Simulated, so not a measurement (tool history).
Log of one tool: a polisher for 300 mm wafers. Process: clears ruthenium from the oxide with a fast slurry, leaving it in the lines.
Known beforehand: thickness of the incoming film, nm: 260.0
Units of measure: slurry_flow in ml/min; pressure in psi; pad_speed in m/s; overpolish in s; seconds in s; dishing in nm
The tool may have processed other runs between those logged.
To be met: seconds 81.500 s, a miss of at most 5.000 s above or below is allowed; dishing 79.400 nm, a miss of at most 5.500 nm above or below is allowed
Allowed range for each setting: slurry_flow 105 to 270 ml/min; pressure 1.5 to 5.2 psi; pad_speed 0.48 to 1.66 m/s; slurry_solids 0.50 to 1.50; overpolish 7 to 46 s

run	hour	slurry_flow	pressure	pad_speed	slurry_solids	overpolish	seconds	dishing
1	0.0	175	3.3	1.06	1.00	24	50.141	86.247
2	7.5	175	3.0	1.06	1.00	26	52.990	83.552
3	8.2	215	3.0	1.06	1.00	26	54.599	85.519
4	16.9	245	3.0	1.06	1.00	26	51.674	90.263
# hour 20.7: slurry nozzle cleaned
5	20.7	230	3.0	1.06	1.00	26	50.969	86.419
6	21.7	210	3.0	1.06	1.00	26	51.411	91.072
7	26.4	210	2.7	1.02	1.00	27	55.886	82.864
8	30.0	210	2.7	1.02	1.00	27	57.736	81.341
9	37.4	210	2.5	1.00	1.00	29	62.551	83.840
10	44.0	210	2.3	1.00	1.00	30	64.880	79.690
11	48.3	210	2.2	0.98	1.00	32	68.054	83.782
12	49.1	210	1.5	0.96	1.00	34	90.341	71.750

Of the 4 settings listed for the next run, only one would bring every result within its allowed miss of target. Which one?
A	49.9	190	1.5	0.90	0.80	42	?	?
B	49.9	245	2.5	0.90	0.85	32	?	?
C	49.9	235	1.5	1.02	1.10	36	?	?
D	49.9	220	1.8	1.14	1.00	30	?	?

move	seconds	dishing
A	99.181	74.427
B	68.934	79.384
C	79.089	78.312
D	65.727	78.462
A: its largest miss is bigger than the last run's
B: takes the result that was furthest off past its target
C: every result within its allowed miss
D: takes the result that was furthest off past its target
The move that meets every target is C.
